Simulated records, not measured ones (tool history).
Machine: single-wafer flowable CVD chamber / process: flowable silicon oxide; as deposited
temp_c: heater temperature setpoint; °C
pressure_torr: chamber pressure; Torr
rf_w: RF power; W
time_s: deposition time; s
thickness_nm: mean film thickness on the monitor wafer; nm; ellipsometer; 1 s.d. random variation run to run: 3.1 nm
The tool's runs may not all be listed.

| run | hour | temp_c | pressure_torr | rf_w | time_s | thickness_nm |
|---|---|---|---|---|---|---|
| 1 | 0 | 95 | 0.743 | 2285 | 593 | 404.88 |
| 2 | 4.2 | 91 | 0.744 | 2285 | 593 | 472.43 |
| 3 | 10.7 | 89 | 0.745 | 2285 | 593 | 505.89 |
| 4 | 18.6 | 87 | 0.745 | 2285 | 593 | 540.84 |
| 5 | 19.6 | 87 | 0.79 | 2285 | 593 | 569.3 |
| 6 | 25.9 | 86 | 0.79 | 2285 | 593 | 590.94 |

What does the tool deliver on the next run?
| 7 | 30.6 | 85 | 0.79 | 2285 | 593 | ? |

{"run 7": {"thickness_nm": 610.91}}
